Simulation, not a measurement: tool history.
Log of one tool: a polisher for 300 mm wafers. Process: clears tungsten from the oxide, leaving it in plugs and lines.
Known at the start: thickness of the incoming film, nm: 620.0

run  hour  flow of slurry (ml/min)  pressure of the wafer on the pad (psi)  speed of the pad under the wafer (m/s)  abrasive content of the slurry  overpolish time after the end point (s)  time until the end point was called (s)
  1   0.0                      285                                     4.3                                    1.28                             1.0                                       12                                   96.750
  2   3.6                      285                                     4.3                                    1.28                             1.1                                       12                                   93.145
  3   4.2                      285                                     3.9                                    1.28                             1.1                                       12                                  101.710
  4  12.1                      285                                     3.9                                    1.56                             1.1                                       12                                   83.026
  5  19.6                      285                                     3.4                                    1.54                             1.1                                       12                                   96.279
  6  27.3                      285                                     3.1                                    1.54                             1.1                                       12                                  101.270

Forecast run 7:
  7  32.7                      285                                     2.8                                    1.52                             1.1                                       12                                        ?

Run 7 gave time until the end point was called (s) 108.870.
